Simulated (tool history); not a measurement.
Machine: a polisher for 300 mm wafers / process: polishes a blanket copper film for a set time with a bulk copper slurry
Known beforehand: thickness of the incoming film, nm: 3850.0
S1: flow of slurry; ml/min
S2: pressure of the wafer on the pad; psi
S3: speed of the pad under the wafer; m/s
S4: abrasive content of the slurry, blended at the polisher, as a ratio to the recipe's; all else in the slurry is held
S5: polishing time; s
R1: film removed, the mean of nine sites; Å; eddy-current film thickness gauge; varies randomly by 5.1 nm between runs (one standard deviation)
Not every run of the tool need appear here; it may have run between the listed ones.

run,hour,S1,S2,S3,S4,S5,R1
1,0,295,2.9,1.42,1,92,14739
2,2.7,295,2.9,1.42,0.9,92,14531
3,7.3,295,2.9,1.6,0.9,92,16338
4,12.5,295,2.9,1.6,0.75,92,15604
5,17.6,295,2.9,1.6,0.75,92,15746
6,22.7,295,2.7,1.58,0.75,92,14596

Run 7 has not been measured yet. What should we expect?
7,26.8,295,2.5,1.54,0.75,92,?

R1: 13034 Å
